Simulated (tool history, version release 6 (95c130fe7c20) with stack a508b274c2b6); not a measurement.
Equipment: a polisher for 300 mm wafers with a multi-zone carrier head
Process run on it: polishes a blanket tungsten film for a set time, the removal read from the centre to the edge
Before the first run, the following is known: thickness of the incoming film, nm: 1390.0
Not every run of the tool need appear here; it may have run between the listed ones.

| run | hour | flow of slurry (ml/min) | pressure of the head's centre zone | pressure of the head's middle zone | pressure of the head's edge zone | abrasive content of the slurry | polishing time (s) | film removed at the wafer's centre (nm) | film removed at mid-radius (nm) | film removed at the wafer's edge (nm) |
|---|---|---|---|---|---|---|---|---|---|---|
| 1 | 0.0 | 265 | 1.00 | 1.00 | 1.00 | 1.00 | 82 | 539.21 | 525.91 | 539.45 |
| 2 | 5.3 | 265 | 1.00 | 1.00 | 1.00 | 0.85 | 82 | 510.81 | 514.80 | 501.13 |
| 3 | 12.0 | 260 | 1.00 | 0.98 | 1.00 | 0.80 | 79 | 480.94 | 469.35 | 479.85 |
| 4 | 19.3 | 260 | 1.00 | 0.98 | 1.00 | 0.80 | 89 | 535.52 | 536.49 | 535.62 |
| 5 | 25.5 | 260 | 1.00 | 0.96 | 0.99 | 0.75 | 85 | 510.82 | 504.55 | 497.89 |
| 6 | 33.9 | 260 | 1.00 | 0.96 | 0.99 | 0.75 | 67 | 394.90 | 381.25 | 388.97 |
| 7 | 38.0 | 240 | 0.96 | 0.86 | 0.89 | 0.50 | 58 | 272.60 | 256.78 | 261.49 |
| 8 | 45.8 | 245 | 0.97 | 0.87 | 0.91 | 0.50 | 58 | 274.14 | 265.20 | 262.61 |
| 9 | 48.7 | 245 | 0.98 | 0.87 | 0.94 | 0.50 | 58 | 277.46 | 257.64 | 272.85 |
| 10 | 49.9 | 245 | 0.98 | 0.87 | 0.94 | 0.50 | 58 | 267.85 | 258.31 | 270.26 |
| 11 | 57.1 | 250 | 1.00 | 0.88 | 0.95 | 0.50 | 58 | 281.95 | 257.76 | 269.59 |
| 12 | 66.1 | 250 | 1.00 | 0.88 | 0.95 | 0.50 | 58 | 283.47 | 258.41 | 271.89 |
| 13 | 68.6 | 255 | 1.00 | 0.89 | 0.96 | 0.50 | 58 | 282.66 | 264.66 | 274.38 |
| 14 | 72.1 | 255 | 1.01 | 0.90 | 0.97 | 0.50 | 58 | 283.39 | 268.20 | 276.15 |
| 15 | 77.8 | 260 | 1.02 | 0.90 | 0.98 | 0.50 | 58 | 289.79 | 259.04 | 275.66 |
| 16 | 85.0 | 260 | 1.02 | 0.91 | 0.99 | 0.50 | 58 | 289.70 | 268.99 | 279.11 |

What does the tool deliver on the next run?
| 17 | 91.8 | 260 | 1.03 | 0.92 | 1.00 | 0.50 | 58 | ? | ? | ? |

For run 17 the tool returned film removed at the wafer's centre (nm) 295.37, film removed at mid-radius (nm) 274.89, film removed at the wafer's edge (nm) 280.55.

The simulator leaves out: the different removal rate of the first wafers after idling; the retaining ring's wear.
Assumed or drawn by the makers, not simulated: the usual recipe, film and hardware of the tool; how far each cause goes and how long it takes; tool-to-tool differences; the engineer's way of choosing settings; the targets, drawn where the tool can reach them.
